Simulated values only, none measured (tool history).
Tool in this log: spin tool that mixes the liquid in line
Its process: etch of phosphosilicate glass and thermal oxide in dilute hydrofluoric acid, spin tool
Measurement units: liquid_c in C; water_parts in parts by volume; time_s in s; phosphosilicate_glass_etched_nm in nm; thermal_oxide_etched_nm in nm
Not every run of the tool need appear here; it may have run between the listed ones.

run,hour,liquid_c,water_parts,time_s,phosphosilicate_glass_etched_nm,thermal_oxide_etched_nm
1,0,22,180,105,61.044,2.3562
2,6.3,23.5,175,105,65.924,2.5977
3,7,24.5,170,105,70.469,2.7819
4,13.5,25.5,165,105,75.447,2.9932
5,22.4,25.5,165,125,90.525,3.5182
6,27,23.5,165,125,84.281,3.3326
7,31.6,24,165,125,84.519,3.4639

Run 8 is up next; what results do you expect?
8,38.3,25,165,125,?,?

Run 8 came out at phosphosilicate_glass_etched_nm 89.161 nm, thermal_oxide_etched_nm 3.4674 nm.
